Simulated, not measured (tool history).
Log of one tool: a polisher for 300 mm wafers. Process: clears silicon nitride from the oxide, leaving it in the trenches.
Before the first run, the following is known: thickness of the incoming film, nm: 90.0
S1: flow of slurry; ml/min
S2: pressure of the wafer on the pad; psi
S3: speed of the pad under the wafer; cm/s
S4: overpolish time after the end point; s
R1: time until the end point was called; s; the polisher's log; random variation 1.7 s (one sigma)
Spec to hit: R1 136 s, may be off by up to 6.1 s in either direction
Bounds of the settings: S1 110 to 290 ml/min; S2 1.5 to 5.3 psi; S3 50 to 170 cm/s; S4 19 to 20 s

run    day   S1   S2   S3  S4      R1
  1      0  185  3.4  110  19  89.286
  2  0.346  185  3.9  110  19  80.012
  3    0.6  185  3.9  110  19  76.296
  4  0.638  185  3.4  108  19  89.469
  5  0.867  185    3  106  19  104.01
  6  0.958  185  2.8  106  19   112.6
  7  1.179  185  2.6  106  19   117.9
  8  1.317  185  2.5  106  19  124.58

Next run, 4 choices. One meets every target within its allowed miss, the rest don't. Which?
  A  1.454  135  2.8  104  19   ?
  B  1.454  195  3.1   96  19   ?
  C  1.454  200    2  118  20   ?
  D  1.454  185  2.2  122  20   ?

move      R1
   A  120.53
   B  110.38
   C   137.1
   D  122.63
A: further off than the last run
B: further off than the last run
C: meets every target
D: further off than the last run
Answer: C

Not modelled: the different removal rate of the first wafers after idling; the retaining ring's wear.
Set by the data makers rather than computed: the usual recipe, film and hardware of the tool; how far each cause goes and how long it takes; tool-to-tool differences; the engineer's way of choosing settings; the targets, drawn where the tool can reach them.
